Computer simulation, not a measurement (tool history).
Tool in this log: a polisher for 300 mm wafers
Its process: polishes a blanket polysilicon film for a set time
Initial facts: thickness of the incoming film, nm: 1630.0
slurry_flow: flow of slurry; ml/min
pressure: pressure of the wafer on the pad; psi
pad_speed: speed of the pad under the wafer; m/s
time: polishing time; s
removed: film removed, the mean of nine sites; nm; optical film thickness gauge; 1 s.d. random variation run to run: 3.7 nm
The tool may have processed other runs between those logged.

run 1 day=0 | slurry_flow=215 pressure=3.1 pad_speed=1.08 time=80 | removed=740.8
run 2 day=0.233 | slurry_flow=215 pressure=3 pad_speed=1.08 time=80 | removed=728.53
run 3 day=0.483 | slurry_flow=215 pressure=3.3 pad_speed=1.08 time=80 | removed=775.45
run 4 day=0.546 | slurry_flow=265 pressure=3.3 pad_speed=1.08 time=80 | removed=787.72
run 5 day=0.588 | slurry_flow=245 pressure=3.3 pad_speed=1.08 time=80 | removed=788.78
run 6 day=0.896 | slurry_flow=245 pressure=3.1 pad_speed=1.08 time=80 | removed=757.18
run 7 day=1.246 | slurry_flow=245 pressure=2.9 pad_speed=1.08 time=80 | removed=715.11
run 8 day=1.404 | slurry_flow=245 pressure=2.8 pad_speed=1.08 time=80 | removed=700.89

Predict the results of run 9:
run 9 day=1.771 | slurry_flow=245 pressure=2.7 pad_speed=1.08 time=80 | removed=?

Run 9 gave removed 686.81 nm.

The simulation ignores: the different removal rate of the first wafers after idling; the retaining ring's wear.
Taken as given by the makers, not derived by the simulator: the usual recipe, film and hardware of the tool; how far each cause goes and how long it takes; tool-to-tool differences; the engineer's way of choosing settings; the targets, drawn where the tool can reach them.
